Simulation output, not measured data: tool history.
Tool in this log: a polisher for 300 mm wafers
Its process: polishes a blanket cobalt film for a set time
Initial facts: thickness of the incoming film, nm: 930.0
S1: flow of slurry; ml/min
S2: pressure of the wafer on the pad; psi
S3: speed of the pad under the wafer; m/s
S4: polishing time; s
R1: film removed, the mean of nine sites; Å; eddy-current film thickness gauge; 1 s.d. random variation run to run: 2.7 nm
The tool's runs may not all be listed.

Run 1, day 0: S1 140 ml/min, S2 2.1 psi, S3 0.92 m/s, S4 71 s. Result: R1 3060.1 Å.
Run 2, day 0.033: S1 140 ml/min, S2 2.4 psi, S3 0.92 m/s, S4 71 s. Result: R1 3557.6 Å.
Run 3, day 0.367: S1 140 ml/min, S2 2.7 psi, S3 0.92 m/s, S4 71 s. Result: R1 4011.2 Å.
Run 4, day 0.683: S1 120 ml/min, S2 2.7 psi, S3 0.92 m/s, S4 71 s. Result: R1 3758.2 Å.
Run 5, day 1.025: S1 115 ml/min, S2 2.6 psi, S3 0.92 m/s, S4 71 s. Result: R1 3588.8 Å.
Run 6, day 1.217: S1 115 ml/min, S2 2.4 psi, S3 0.92 m/s, S4 71 s. Result: R1 3379.1 Å.
Run 7, day 1.5: S1 115 ml/min, S2 2.3 psi, S3 0.92 m/s, S4 71 s. Result: R1 3197.1 Å.

Run 8 comes next. What will it give?
Run 8, day 1.646: S1 105 ml/min, S2 2.1 psi, S3 0.92 m/s, S4 71 s. Result: R1 ?.

Run 8 came out at R1 2869.2 Å.
